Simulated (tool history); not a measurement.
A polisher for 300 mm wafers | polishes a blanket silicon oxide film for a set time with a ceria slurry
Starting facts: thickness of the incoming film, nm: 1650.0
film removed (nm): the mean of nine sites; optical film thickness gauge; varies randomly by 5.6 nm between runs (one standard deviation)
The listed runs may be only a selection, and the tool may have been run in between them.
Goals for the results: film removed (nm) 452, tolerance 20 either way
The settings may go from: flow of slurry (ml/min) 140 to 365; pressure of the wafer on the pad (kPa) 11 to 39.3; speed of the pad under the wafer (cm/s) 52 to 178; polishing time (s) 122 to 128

run    day  flow of slurry (ml/min)  pressure of the wafer on the pad (kPa)  speed of the pad under the wafer (cm/s)  polishing time (s)  film removed (nm)
  1      0                      235                                    24.8                                      114                 122             632.14
  2  0.042                      255                                    24.8                                      114                 122             633.95
  3  0.262                      255                                    24.8                                      100                 122             554.58
  4  0.596                      255                                    24.8                                      100                 122             561.42
  5  0.733                      220                                    24.8                                      100                 122             541.78
  6  0.904                      175                                    24.8                                      100                 122             541.06
  7  1.012                      175                                    23.4                                      100                 122             504.35
  8  1.288                      175                                    22.8                                      100                 122              488.4
  9  1.592                      175                                    22.1                                      100                 122             479.99

Exercise: of the 4 proposed moves below, exactly one satisfies all targets within the stated allowed misses. Which move is it?
  A  1.896                      235                                    24.8                                       94                 122                  ?
  B  1.896                      200                                    25.5                                       92                 122                  ?
  C  1.896                      155                                    18.6                                      108                 128                  ?
  D  1.896                      200                                    22.1                                      112                 126                  ?

move  film removed (nm)
   A             524.45
   B             517.24
   C             449.97
   D             561.29
A: moves away from the targets compared with the last run
B: moves away from the targets compared with the last run
C: hits every target within its allowed miss
D: moves away from the targets compared with the last run
C is the move that brings every result within its allowed miss.
